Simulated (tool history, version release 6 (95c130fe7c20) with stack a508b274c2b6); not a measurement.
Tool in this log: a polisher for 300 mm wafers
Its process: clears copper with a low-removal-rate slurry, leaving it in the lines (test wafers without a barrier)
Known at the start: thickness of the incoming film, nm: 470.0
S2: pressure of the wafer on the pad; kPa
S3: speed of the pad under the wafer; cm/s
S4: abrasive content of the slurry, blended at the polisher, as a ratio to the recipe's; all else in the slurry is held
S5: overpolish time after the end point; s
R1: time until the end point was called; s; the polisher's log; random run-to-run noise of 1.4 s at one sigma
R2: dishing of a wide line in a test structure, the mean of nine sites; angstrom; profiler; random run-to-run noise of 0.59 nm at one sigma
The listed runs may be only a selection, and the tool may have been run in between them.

{"run": 1, "hour": 0.0, "flow of slurry (ml/min)": 250, "S2": 22.8, "S3": 84, "S4": 1, "S5": 28, "R1": 155.13, "R2": 500.67}
{"run": 2, "hour": 5.4, "flow of slurry (ml/min)": 250, "S2": 22.1, "S3": 88, "S4": 1, "S5": 22, "R1": 152.26, "R2": 417.61}
{"run": 3, "hour": 11.1, "flow of slurry (ml/min)": 245, "S2": 21.4, "S3": 94, "S4": 0.95, "S5": 18, "R1": 148.1, "R2": 378.41}
{"run": 4, "hour": 15.4, "flow of slurry (ml/min)": 235, "S2": 20.7, "S3": 100, "S4": 0.8, "S5": 15, "R1": 149.76, "R2": 312.76}
{"run": 5, "hour": 20.2, "flow of slurry (ml/min)": 235, "S2": 21.4, "S3": 100, "S4": 0.75, "S5": 13, "R1": 146.4, "R2": 289.4}
{"run": 6, "hour": 24.2, "flow of slurry (ml/min)": 235, "S2": 21.4, "S3": 100, "S4": 0.75, "S5": 18, "R1": 148.42, "R2": 370}
{"run": 7, "hour": 26.2, "flow of slurry (ml/min)": 240, "S2": 22.1, "S3": 104, "S4": 0.75, "S5": 8, "R1": 136.41, "R2": 204.93}

Predict the results of run 8:
{"run": 8, "hour": 29.5, "flow of slurry (ml/min)": 230, "S2": 22.1, "S3": 104, "S4": 0.75, "S5": 9, "R1": "?", "R2": "?"}

R1: 139.5 s
R2: 228.13 angstrom

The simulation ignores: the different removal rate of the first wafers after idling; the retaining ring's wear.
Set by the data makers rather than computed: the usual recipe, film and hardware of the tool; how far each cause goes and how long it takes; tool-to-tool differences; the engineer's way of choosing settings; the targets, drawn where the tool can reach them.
